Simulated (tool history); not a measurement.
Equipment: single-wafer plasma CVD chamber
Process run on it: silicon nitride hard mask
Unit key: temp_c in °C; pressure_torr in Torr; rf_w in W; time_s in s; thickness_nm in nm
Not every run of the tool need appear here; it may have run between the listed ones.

run,hour,temp_c,pressure_torr,rf_w,time_s,thickness_nm
1,0.0,410,1.14,260,47.2,48.667
2,1.5,410,0.94,260,47.2,44.169
3,3.6,410,1.06,260,47.2,46.742
4,6.3,410,1.15,260,47.2,48.657
5,10.5,417,1.15,260,47.2,48.110
6,17.2,416,1.22,260,47.2,49.977

What will run 7 give?
7,19.2,416,1.27,260,47.2,?

{"run 7": {"thickness_nm": 50.049}}
